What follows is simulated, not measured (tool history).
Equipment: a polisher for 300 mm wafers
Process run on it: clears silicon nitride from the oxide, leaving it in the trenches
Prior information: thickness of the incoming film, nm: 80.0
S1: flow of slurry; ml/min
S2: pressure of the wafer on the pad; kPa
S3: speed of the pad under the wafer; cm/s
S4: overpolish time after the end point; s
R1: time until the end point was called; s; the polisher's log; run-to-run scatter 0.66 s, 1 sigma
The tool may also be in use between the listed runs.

| run | day | S1 | S2 | S3 | S4 | R1 |
|---|---|---|---|---|---|---|
| 1 | 0.000 | 155 | 22.8 | 100 | 25 | 80.230 |
| 2 | 0.375 | 135 | 22.8 | 100 | 25 | 80.458 |
| 3 | 0.721 | 135 | 24.1 | 100 | 25 | 78.073 |
| 4 | 0.967 | 135 | 24.1 | 80 | 25 | 97.811 |
| 5 | 1.158 | 115 | 24.1 | 80 | 25 | 99.825 |
| 6 | 1.225 | 115 | 24.1 | 70 | 25 | 112.210 |
| 7 | 1.596 | 120 | 26.9 | 72 | 25 | 97.684 |
| 8 | 1.658 | 140 | 33.8 | 82 | 25 | 69.832 |

Expected results for the next run?
| 9 | 1.779 | 140 | 34.5 | 84 | 25 | ? |

R1: 66.432 s
